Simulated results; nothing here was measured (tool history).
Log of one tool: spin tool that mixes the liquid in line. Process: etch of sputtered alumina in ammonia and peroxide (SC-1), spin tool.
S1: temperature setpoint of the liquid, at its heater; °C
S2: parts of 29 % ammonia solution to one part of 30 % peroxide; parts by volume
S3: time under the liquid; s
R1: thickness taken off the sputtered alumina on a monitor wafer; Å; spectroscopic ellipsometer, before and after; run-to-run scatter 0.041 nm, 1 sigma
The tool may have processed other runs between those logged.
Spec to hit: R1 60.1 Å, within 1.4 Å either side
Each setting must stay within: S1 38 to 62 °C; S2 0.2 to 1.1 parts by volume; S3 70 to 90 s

Run 1, hour 0: S1 46 °C, S2 0.6 parts by volume, S3 90 s. Result: R1 35.207 Å.
Run 2, hour 6.7: S1 48.5 °C, S2 0.6 parts by volume, S3 90 s. Result: R1 40.778 Å.
Run 3, hour 9.2: S1 48.5 °C, S2 0.6 parts by volume, S3 90 s. Result: R1 40.797 Å.
Run 4, hour 15.4: S1 50.5 °C, S2 0.6 parts by volume, S3 90 s. Result: R1 45.772 Å.
Run 5, hour 21.4: S1 50.5 °C, S2 0.6 parts by volume, S3 70 s. Result: R1 35.277 Å.
Run 6, hour 23.6: S1 53.5 °C, S2 0.65 parts by volume, S3 70 s. Result: R1 41.678 Å.
Run 7, hour 31.4: S1 55.5 °C, S2 0.65 parts by volume, S3 70 s. Result: R1 46.276 Å.
Run 8, hour 38.1: S1 57 °C, S2 0.65 parts by volume, S3 70 s. Result: R1 50.236 Å.
Run 9, hour 46.4: S1 61 °C, S2 0.65 parts by volume, S3 70 s. Result: R1 61.676 Å.

Below are 5 possible settings for the next run. Only one of them brings all results inside the allowed miss of their targets. Which is it?
Run A, hour 54.7: S1 62 °C, S2 0.55 parts by volume, S3 70 s. Result: R1 ?.
Run B, hour 54.7: S1 61.5 °C, S2 0.65 parts by volume, S3 70 s. Result: R1 ?.
Run C, hour 54.7: S1 56 °C, S2 0.55 parts by volume, S3 85 s. Result: R1 ?.
Run D, hour 54.7: S1 62 °C, S2 0.45 parts by volume, S3 70 s. Result: R1 ?.
Run E, hour 54.7: S1 60 °C, S2 0.9 parts by volume, S3 70 s. Result: R1 ?.

move      R1
   A  64.113
   B  63.515
   C  57.255
   D  62.911
   E   60.71
A: moves away from the targets compared with the last run
B: moves away from the targets compared with the last run
C: takes the biggest miss from the last run beyond its target
D: moves away from the targets compared with the last run
E: all results in spec
The move that meets every target is E.
